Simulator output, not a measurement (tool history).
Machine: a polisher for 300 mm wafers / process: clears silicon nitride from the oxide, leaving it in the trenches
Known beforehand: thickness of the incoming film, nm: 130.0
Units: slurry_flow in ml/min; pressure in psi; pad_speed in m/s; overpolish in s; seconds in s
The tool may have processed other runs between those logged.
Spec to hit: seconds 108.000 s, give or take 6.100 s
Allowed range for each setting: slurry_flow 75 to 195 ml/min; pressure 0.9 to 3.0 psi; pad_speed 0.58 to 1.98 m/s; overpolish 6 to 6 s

run,hour,slurry_flow,pressure,pad_speed,overpolish,seconds
1,0.0,125,1.9,1.28,6,169.180
2,7.1,100,1.9,1.28,6,181.860
3,14.1,100,1.6,1.28,6,206.160
4,22.7,100,1.6,1.28,6,208.860
5,25.8,105,1.8,1.30,6,181.730
6,27.7,105,1.3,1.30,6,243.900
7,30.5,105,1.3,1.30,6,254.290
8,38.1,105,1.6,1.32,6,197.500
# hour 41.6: slurry nozzle cleaned
9,41.6,105,1.6,1.32,6,179.220
10,43.9,115,2.2,1.38,6,123.030
11,47.2,120,2.2,1.38,6,122.920
12,55.7,125,2.2,1.38,6,122.390
13,63.6,130,2.2,1.38,6,124.160

Exactly one of the 5 candidate moves below puts every result within its allowed miss. Which one?
A,71.5,100,2.4,1.50,6,?
B,71.5,135,2.3,1.66,6,?
C,71.5,105,2.5,1.60,6,?
D,71.5,155,1.9,1.46,6,?
E,71.5,130,2.0,1.28,6,?

move,seconds
A,106.910
B,94.672
C,95.369
D,126.040
E,140.610
A: all results in spec
B: takes the result that was furthest off past its target
C: takes the result that was furthest off past its target
D: the biggest miss grows against the last run
E: the biggest miss grows against the last run
So the answer is move A, the one that meets all the targets.
